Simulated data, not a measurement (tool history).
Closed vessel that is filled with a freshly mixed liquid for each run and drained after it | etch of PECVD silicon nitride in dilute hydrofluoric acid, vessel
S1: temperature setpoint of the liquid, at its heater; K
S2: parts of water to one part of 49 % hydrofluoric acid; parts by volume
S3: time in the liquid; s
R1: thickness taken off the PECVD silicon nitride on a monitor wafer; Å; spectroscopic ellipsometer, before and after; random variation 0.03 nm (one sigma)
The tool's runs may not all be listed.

| run | hour | S1 | S2 | S3 | R1 |
|---|---|---|---|---|---|
| 1 | 0.0 | 293.15 | 200 | 780 | 59.831 |
| 2 | 4.6 | 293.65 | 200 | 780 | 62.051 |
| 3 | 7.4 | 294.15 | 200 | 780 | 64.094 |
| 4 | 10.5 | 296.15 | 200 | 780 | 73.297 |
| 5 | 18.2 | 292.65 | 200 | 780 | 58.071 |
| 6 | 21.8 | 293.65 | 200 | 780 | 61.771 |
|  | 29.5 | thermometer replaced |
| 7 | 29.5 | 297.65 | 200 | 780 | 93.506 |
| 8 | 37.9 | 296.15 | 200 | 780 | 85.045 |

Run 9 comes next. What will it give?
| 9 | 41.1 | 295.65 | 200 | 780 | ? |

{"run 9": {"R1": 82.717}}

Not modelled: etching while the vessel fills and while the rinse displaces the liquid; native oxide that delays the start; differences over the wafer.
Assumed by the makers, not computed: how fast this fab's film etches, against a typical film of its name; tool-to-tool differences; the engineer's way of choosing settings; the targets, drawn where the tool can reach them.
